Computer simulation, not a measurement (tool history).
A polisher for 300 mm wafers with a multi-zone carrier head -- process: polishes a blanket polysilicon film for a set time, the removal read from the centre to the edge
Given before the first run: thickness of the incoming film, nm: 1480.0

run,day,flow of slurry (ml/min),pressure of the head's centre zone,pressure of the head's middle zone,pressure of the head's edge zone,polishing time (s),film removed at the wafer's centre (angstrom),film removed at mid-radius (angstrom),film removed at the wafer's edge (angstrom)
1,0,235,1,1,1,53,2224.6,2236.9,2189.3
2,0.308,235,1.01,1,1.02,55,2308.6,2292.6,2332.8
3,0.629,235,1.01,1,1.02,62,2569.5,2604.6,2616.2
4,0.888,235,1.01,0.94,1.02,62,2613.6,2436.4,2534.5
5,1.083,185,1.01,0.94,1.02,62,2435.7,2378.3,2523.4
6,1.133,225,1.01,0.94,1.02,62,2631.7,2406.4,2612.2

What does the tool deliver on the next run?
7,1.325,240,1.01,0.95,1.03,62,?,?,?

Run 7 yielded film removed at the wafer's centre (angstrom) 2550.2, film removed at mid-radius (angstrom) 2503.3, film removed at the wafer's edge (angstrom) 2659.5.

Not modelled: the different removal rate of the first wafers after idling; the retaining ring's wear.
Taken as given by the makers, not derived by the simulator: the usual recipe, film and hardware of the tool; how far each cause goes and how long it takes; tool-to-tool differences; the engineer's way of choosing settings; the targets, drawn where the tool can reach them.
